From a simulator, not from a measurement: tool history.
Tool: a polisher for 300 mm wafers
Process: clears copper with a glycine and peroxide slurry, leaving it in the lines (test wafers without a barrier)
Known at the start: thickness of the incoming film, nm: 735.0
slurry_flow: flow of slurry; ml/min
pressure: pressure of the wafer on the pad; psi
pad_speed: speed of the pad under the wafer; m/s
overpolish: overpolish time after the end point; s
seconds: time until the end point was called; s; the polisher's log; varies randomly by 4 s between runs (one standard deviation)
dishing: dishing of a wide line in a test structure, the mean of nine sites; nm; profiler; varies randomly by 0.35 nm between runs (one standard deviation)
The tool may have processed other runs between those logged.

run	hour	slurry_flow	pressure	pad_speed	overpolish	seconds	dishing
1	0.0	305	2.2	1.00	17	165.20	49.841
2	4.3	305	2.0	0.98	16	185.69	43.577
3	11.0	305	1.9	0.98	15	192.84	38.896
4	17.3	305	1.9	0.78	15	225.07	34.991
5	19.3	305	1.9	0.52	15	286.94	27.779
6	21.4	380	1.9	0.52	15	281.93	28.484
7	25.3	380	2.0	0.52	14	265.68	28.334
8	27.9	380	2.1	0.52	13	263.46	26.411
9	33.7	380	2.2	0.52	13	256.83	27.899
10	34.4	380	2.3	0.52	13	252.51	28.385
11	37.4	380	2.4	0.52	13	246.71	28.960

What does the tool deliver on the next run?
12	40.7	380	2.5	0.52	13	?	?

seconds: 240.18 s
dishing: 29.934 nm
